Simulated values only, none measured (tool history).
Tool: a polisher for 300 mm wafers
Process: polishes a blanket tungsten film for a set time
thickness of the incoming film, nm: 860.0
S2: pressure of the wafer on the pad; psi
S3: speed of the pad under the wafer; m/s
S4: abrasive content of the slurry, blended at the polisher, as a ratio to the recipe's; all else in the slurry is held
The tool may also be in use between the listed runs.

run 1 hour=0.0 | flow_of_slurry_(ml/min)=240 S2=2.5 S3=1.10 S4=1.00 polishing_time_(s)=25 | film_removed_(nm)=85.230
run 2 hour=4.8 | flow_of_slurry_(ml/min)=240 S2=2.8 S3=1.10 S4=1.00 polishing_time_(s)=25 | film_removed_(nm)=92.689
run 3 hour=8.2 | flow_of_slurry_(ml/min)=240 S2=2.8 S3=0.94 S4=1.00 polishing_time_(s)=25 | film_removed_(nm)=80.424
run 4 hour=12.4 | flow_of_slurry_(ml/min)=240 S2=2.8 S3=0.94 S4=1.00 polishing_time_(s)=25 | film_removed_(nm)=80.796
run 5 hour=16.4 | flow_of_slurry_(ml/min)=240 S2=2.8 S3=0.94 S4=1.15 polishing_time_(s)=25 | film_removed_(nm)=83.074
run 6 hour=25.3 | flow_of_slurry_(ml/min)=300 S2=2.8 S3=0.94 S4=1.15 polishing_time_(s)=25 | film_removed_(nm)=85.593
run 7 hour=31.0 | flow_of_slurry_(ml/min)=300 S2=2.5 S3=0.92 S4=1.15 polishing_time_(s)=25 | film_removed_(nm)=72.399
run 8 hour=37.2 | flow_of_slurry_(ml/min)=300 S2=2.3 S3=0.92 S4=1.15 polishing_time_(s)=25 | film_removed_(nm)=67.194

Run 9 comes next. What will it give?
run 9 hour=39.2 | flow_of_slurry_(ml/min)=300 S2=2.1 S3=0.92 S4=1.15 polishing_time_(s)=25 | film_removed_(nm)=?

film removed (nm): 62.402
